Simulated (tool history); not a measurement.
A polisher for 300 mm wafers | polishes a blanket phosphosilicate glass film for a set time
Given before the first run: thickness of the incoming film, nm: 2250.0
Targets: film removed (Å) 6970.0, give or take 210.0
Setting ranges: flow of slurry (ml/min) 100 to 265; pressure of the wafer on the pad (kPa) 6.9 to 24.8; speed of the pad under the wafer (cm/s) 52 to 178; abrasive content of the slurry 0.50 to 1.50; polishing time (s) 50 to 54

run,hour,flow of slurry (ml/min),pressure of the wafer on the pad (kPa),speed of the pad under the wafer (cm/s),abrasive content of the slurry,polishing time (s),film removed (Å)
1,0.0,170,15.9,114,1.00,54,4169.9
2,7.5,170,13.1,114,1.00,54,3392.9
3,14.9,170,13.1,102,1.00,54,3186.3
4,15.5,175,15.9,102,1.00,54,3826.5
5,21.7,180,17.9,102,1.00,54,4349.2
6,26.0,180,15.2,102,1.00,54,3688.0
7,31.3,190,17.2,102,1.00,54,4198.3
8,37.1,190,19.3,102,1.00,54,4616.6
9,43.3,190,20.7,106,1.00,54,5174.9
10,49.6,190,22.1,108,1.00,54,5598.6
11,51.1,195,22.8,110,1.00,54,5886.0
12,51.8,195,23.4,112,1.00,54,6037.4
13,59.0,195,24.1,116,1.00,54,6452.7
14,66.0,195,24.1,118,1.00,54,6519.6
15,67.5,195,24.1,120,1.00,54,6639.6

Below are 5 possible settings for the next run. Only one of them brings all results inside the allowed miss of their targets. Which is it?
A,69.0,180,24.1,116,1.05,52,?
B,69.0,165,24.8,114,0.95,53,?
C,69.0,185,23.4,118,1.05,54,?
D,69.0,260,24.1,128,0.95,54,?
E,69.0,220,24.8,110,1.00,52,?

move,film removed (Å)
A,6315.9
B,6109.7
C,6480.0
D,6996.6
E,6277.3
A: its largest miss is bigger than the last run's
B: its largest miss is bigger than the last run's
C: its largest miss is bigger than the last run's
D: meets every target
E: its largest miss is bigger than the last run's
D meets every target.

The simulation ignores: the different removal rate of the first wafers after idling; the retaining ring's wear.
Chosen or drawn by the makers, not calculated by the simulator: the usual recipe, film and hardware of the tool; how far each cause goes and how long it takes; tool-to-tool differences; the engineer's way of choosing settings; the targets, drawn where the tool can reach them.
